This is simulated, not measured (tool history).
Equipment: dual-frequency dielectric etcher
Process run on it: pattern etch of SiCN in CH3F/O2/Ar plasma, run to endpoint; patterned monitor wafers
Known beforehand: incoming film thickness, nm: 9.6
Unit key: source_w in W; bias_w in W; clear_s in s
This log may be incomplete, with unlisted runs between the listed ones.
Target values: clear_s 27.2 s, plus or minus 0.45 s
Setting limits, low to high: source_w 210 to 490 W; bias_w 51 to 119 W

run  hour  source_w  bias_w  clear_s
  1     0       350      85   24.346
  2   7.1       310      85   25.615
  3  11.5       310      97   24.442
  4  15.1       310     110    22.83
  5  20.5       300     108   23.623
  6  27.4       360     108   21.882
  7  35.3       340     106   22.505
  8  40.9       320     105   23.327
  9  42.4       310     104   23.556
 10  49.9       300     103   24.086
 11  55.3       290     103    24.43
 12  56.5       280     103   24.574
 13  59.5       270     102   24.988
 14  65.5       210      95   28.685

Consider the 4 candidate settings below. Which is the only one whose results all fall within their allowed miss of target?
  A  71.5       220      97        ?
  B  71.5       260      81        ?
  C  71.5       220     102        ?
  D  71.5       230      89        ?

move  clear_s
   A   27.874
   B   28.045
   C   27.295
   D   28.368
A: better than the last run, though not everything is in spec
B: better than the last run, though not everything is in spec
C: each result inside its tolerance
D: better than the last run, though not everything is in spec
C meets every target.
